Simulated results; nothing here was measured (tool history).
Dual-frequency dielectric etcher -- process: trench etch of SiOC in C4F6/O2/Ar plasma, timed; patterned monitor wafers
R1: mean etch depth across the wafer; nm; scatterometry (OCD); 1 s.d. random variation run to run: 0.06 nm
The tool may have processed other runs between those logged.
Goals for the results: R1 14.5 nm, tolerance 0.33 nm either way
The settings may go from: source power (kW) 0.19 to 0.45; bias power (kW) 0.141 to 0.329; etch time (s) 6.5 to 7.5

run 1 hour=0 | source_power_(kW)=0.32 bias_power_(kW)=0.235 etch_time_(s)=7.5 | R1=16.973
run 2 hour=8.5 | source_power_(kW)=0.27 bias_power_(kW)=0.235 etch_time_(s)=7.5 | R1=16.026
run 3 hour=11.4 | source_power_(kW)=0.27 bias_power_(kW)=0.256 etch_time_(s)=7.5 | R1=16.84
run 4 hour=12.4 | source_power_(kW)=0.27 bias_power_(kW)=0.296 etch_time_(s)=7.5 | R1=17.949
run 5 hour=15.5 | source_power_(kW)=0.27 bias_power_(kW)=0.296 etch_time_(s)=7.5 | R1=17.994
run 6 hour=18 | source_power_(kW)=0.26 bias_power_(kW)=0.283 etch_time_(s)=7.5 | R1=17.505
run 7 hour=21.7 | source_power_(kW)=0.2 bias_power_(kW)=0.236 etch_time_(s)=7 | R1=13.962
run 8 hour=25.7 | source_power_(kW)=0.2 bias_power_(kW)=0.237 etch_time_(s)=7 | R1=13.946
run 9 hour=29.9 | source_power_(kW)=0.2 bias_power_(kW)=0.238 etch_time_(s)=7 | R1=13.917

Consider the 5 candidate settings below. Which is the only one whose results all fall within their allowed miss of target?
run A hour=34.1 | source_power_(kW)=0.19 bias_power_(kW)=0.234 etch_time_(s)=6.5 | R1=?
run B hour=34.1 | source_power_(kW)=0.26 bias_power_(kW)=0.227 etch_time_(s)=6.5 | R1=?
run C hour=34.1 | source_power_(kW)=0.2 bias_power_(kW)=0.246 etch_time_(s)=6.5 | R1=?
run D hour=34.1 | source_power_(kW)=0.2 bias_power_(kW)=0.224 etch_time_(s)=7.5 | R1=?
run E hour=34.1 | source_power_(kW)=0.24 bias_power_(kW)=0.185 etch_time_(s)=7.5 | R1=?

move=A R1=12.729
move=B R1=13.598
move=C R1=13.215
move=D R1=14.553
move=E R1=13.837
A: misses by more than the last run did
B: misses by more than the last run did
C: misses by more than the last run did
D: all results in spec
E: misses by more than the last run did
Correct choice: D, which meets every target
